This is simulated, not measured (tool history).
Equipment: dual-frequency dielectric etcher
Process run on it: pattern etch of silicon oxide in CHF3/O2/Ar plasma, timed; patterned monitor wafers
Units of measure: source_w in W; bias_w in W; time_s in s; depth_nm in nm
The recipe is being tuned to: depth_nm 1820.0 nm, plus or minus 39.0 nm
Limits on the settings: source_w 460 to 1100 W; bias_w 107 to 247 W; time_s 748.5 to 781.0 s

Run 1, hour 0.0: source_w 780 W, bias_w 177 W, time_s 748.5 s. Result: depth_nm 1508.5 nm.
Run 2, hour 3.3: source_w 810 W, bias_w 180 W, time_s 749.5 s. Result: depth_nm 1550.1 nm.
Run 3, hour 5.5: source_w 840 W, bias_w 182 W, time_s 750.0 s. Result: depth_nm 1572.8 nm.
Run 4, hour 8.7: source_w 970 W, bias_w 182 W, time_s 750.0 s. Result: depth_nm 1660.1 nm.
Run 5, hour 11.2: source_w 970 W, bias_w 182 W, time_s 748.5 s. Result: depth_nm 1658.6 nm.
Run 6, hour 13.6: source_w 1080 W, bias_w 182 W, time_s 748.5 s. Result: depth_nm 1729.7 nm.
Run 7, hour 17.7: source_w 1080 W, bias_w 184 W, time_s 749.5 s. Result: depth_nm 1730.3 nm.
Run 8, hour 25.2: source_w 1080 W, bias_w 186 W, time_s 750.5 s. Result: depth_nm 1732.3 nm.
Run 9, hour 31.5: source_w 1080 W, bias_w 188 W, time_s 752.0 s. Result: depth_nm 1767.0 nm.
Run 10, hour 37.8: source_w 1080 W, bias_w 189 W, time_s 752.5 s. Result: depth_nm 1767.9 nm.
Run 11, hour 45.7: source_w 1080 W, bias_w 190 W, time_s 753.0 s. Result: depth_nm 1753.1 nm.
Run 12, hour 50.6: source_w 1100 W, bias_w 204 W, time_s 759.0 s. Result: depth_nm 1869.4 nm.
Run 13, hour 56.1: source_w 1090 W, bias_w 204 W, time_s 759.0 s. Result: depth_nm 1860.2 nm.

Consider the 4 candidate settings below. Which is the only one whose results all fall within their allowed miss of target?
Run A, hour 61.6: source_w 1090 W, bias_w 203 W, time_s 781.0 s. Result: depth_nm ?.
Run B, hour 61.6: source_w 1060 W, bias_w 209 W, time_s 781.0 s. Result: depth_nm ?.
Run C, hour 61.6: source_w 1100 W, bias_w 201 W, time_s 748.5 s. Result: depth_nm ?.
Run D, hour 61.6: source_w 1030 W, bias_w 221 W, time_s 758.5 s. Result: depth_nm ?.

move  depth_nm
   A    1908.0
   B    1913.0
   C    1826.8
   D    1885.2
A: the biggest miss grows against the last run
B: the biggest miss grows against the last run
C: each result inside its tolerance
D: the biggest miss grows against the last run
Move C is the one to make.
